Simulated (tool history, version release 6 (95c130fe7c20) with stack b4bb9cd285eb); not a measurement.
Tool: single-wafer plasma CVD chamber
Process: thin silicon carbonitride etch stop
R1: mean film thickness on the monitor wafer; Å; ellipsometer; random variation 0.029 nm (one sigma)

run 1 hour=0 | RF_power_(kW)=0.205 deposition_time_(s)=15.7 | R1=95.393
run 2 hour=3.1 | RF_power_(kW)=0.175 deposition_time_(s)=15.7 | R1=90.582
run 3 hour=4.4 | RF_power_(kW)=0.17 deposition_time_(s)=15.5 | R1=89.51
run 4 hour=6.6 | RF_power_(kW)=0.17 deposition_time_(s)=17.5 | R1=100.57
run 5 hour=13.7 | RF_power_(kW)=0.165 deposition_time_(s)=17 | R1=96.061
run 6 hour=18.6 | RF_power_(kW)=0.175 deposition_time_(s)=17 | R1=98.325
run 7 hour=23.9 | RF_power_(kW)=0.17 deposition_time_(s)=16.6 | R1=95.518
run 8 hour=29 | RF_power_(kW)=0.165 deposition_time_(s)=16.2 | R1=92.117
run 9 hour=33.4 | RF_power_(kW)=0.16 deposition_time_(s)=15.9 | R1=89.052
run 10 hour=39.1 | RF_power_(kW)=0.16 deposition_time_(s)=15.7 | R1=88.982
run 11 hour=40.1 | RF_power_(kW)=0.16 deposition_time_(s)=15.5 | R1=87.025
run 12 hour=41.9 | RF_power_(kW)=0.16 deposition_time_(s)=15.3 | R1=85.952
run 13 hour=43.3 | RF_power_(kW)=0.16 deposition_time_(s)=15.2 | R1=85.279
run 14 hour=46 | RF_power_(kW)=0.16 deposition_time_(s)=15.1 | R1=84.777
run 15 hour=52.6 | RF_power_(kW)=0.16 deposition_time_(s)=15 | R1=84.554
run 16 hour=57.5 | RF_power_(kW)=0.16 deposition_time_(s)=14.9 | R1=83.946
run 17 hour=66 | RF_power_(kW)=0.16 deposition_time_(s)=14.8 | R1=82.911
run 18 hour=72.9 | RF_power_(kW)=0.16 deposition_time_(s)=14.7 | R1=82.953
run 19 hour=74.8 | RF_power_(kW)=0.16 deposition_time_(s)=14.6 | R1=82.254

The next listed run, before its measurement:
run 20 hour=76.4 | RF_power_(kW)=0.145 deposition_time_(s)=14 | R1=?

{"run 20": {"R1": 76.061}}

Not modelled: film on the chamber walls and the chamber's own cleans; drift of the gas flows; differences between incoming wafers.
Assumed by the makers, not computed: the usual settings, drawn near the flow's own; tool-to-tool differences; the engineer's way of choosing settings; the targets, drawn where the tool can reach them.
